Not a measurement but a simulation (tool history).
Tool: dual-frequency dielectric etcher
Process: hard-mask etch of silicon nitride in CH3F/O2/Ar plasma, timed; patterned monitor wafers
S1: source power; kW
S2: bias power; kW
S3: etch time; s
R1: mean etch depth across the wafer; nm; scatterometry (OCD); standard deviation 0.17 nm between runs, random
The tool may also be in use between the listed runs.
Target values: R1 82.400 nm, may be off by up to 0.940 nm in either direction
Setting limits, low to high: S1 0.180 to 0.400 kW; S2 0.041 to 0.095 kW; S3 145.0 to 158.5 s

{"run": 1, "hour": 0.0, "S1": 0.29, "S2": 0.068, "S3": 158.5, "R1": 98.212}
{"run": 2, "hour": 5.9, "S1": 0.29, "S2": 0.073, "S3": 158.5, "R1": 100.8}
{"run": 3, "hour": 7.4, "S1": 0.26, "S2": 0.07, "S3": 158.0, "R1": 95.817}
{"run": 4, "hour": 11.0, "S1": 0.24, "S2": 0.067, "S3": 157.5, "R1": 92.268}
{"run": 5, "hour": 12.4, "S1": 0.23, "S2": 0.064, "S3": 157.0, "R1": 89.251}
{"run": 6, "hour": 13.1, "S1": 0.22, "S2": 0.063, "S3": 157.0, "R1": 88.113}
{"run": 7, "hour": 14.1, "S1": 0.21, "S2": 0.062, "S3": 157.0, "R1": 86.375}
{"run": 8, "hour": 17.1, "S1": 0.2, "S2": 0.061, "S3": 157.0, "R1": 84.53}

Pick the move, out of 4, that brings all results within their allowed miss; only one does.
{"run": "A", "hour": 20.1, "S1": 0.2, "S2": 0.059, "S3": 154.5, "R1": "?"}
{"run": "B", "hour": 20.1, "S1": 0.22, "S2": 0.065, "S3": 154.0, "R1": "?"}
{"run": "C", "hour": 20.1, "S1": 0.21, "S2": 0.065, "S3": 158.5, "R1": "?"}
{"run": "D", "hour": 20.1, "S1": 0.24, "S2": 0.064, "S3": 154.5, "R1": "?"}

move=A R1=82.768
move=B R1=87.205
move=C R1=88.549
move=D R1=89.361
A: hits every target within its allowed miss
B: further off than the last run
C: further off than the last run
D: further off than the last run
The move that meets every target is A.

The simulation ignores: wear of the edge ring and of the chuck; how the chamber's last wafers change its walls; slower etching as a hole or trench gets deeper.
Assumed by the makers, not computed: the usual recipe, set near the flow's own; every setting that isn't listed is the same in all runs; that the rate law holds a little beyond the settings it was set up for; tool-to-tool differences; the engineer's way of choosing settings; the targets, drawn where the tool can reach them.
